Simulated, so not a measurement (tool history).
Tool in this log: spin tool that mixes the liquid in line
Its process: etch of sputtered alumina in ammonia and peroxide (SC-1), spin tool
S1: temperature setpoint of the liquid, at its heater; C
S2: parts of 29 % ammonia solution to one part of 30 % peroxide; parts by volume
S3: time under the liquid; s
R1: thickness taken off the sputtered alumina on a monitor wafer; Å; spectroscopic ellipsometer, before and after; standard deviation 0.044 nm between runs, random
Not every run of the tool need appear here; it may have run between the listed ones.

| run | hour | S1 | S2 | S3 | R1 |
|---|---|---|---|---|---|
| 1 | 0.0 | 54 | 0.50 | 305 | 106.29 |
| 2 | 5.0 | 53 | 0.50 | 305 | 101.41 |
| 3 | 6.7 | 53 | 0.45 | 305 | 100.00 |
| 4 | 8.7 | 60 | 0.45 | 305 | 144.29 |
| 5 | 14.0 | 60 | 0.45 | 325 | 152.53 |
| 6 | 15.4 | 57 | 0.45 | 325 | 132.07 |

Estimate the outcome of run 7 from the log above:
| 7 | 21.0 | 55 | 0.45 | 325 | ? |

R1: 117.67 Å
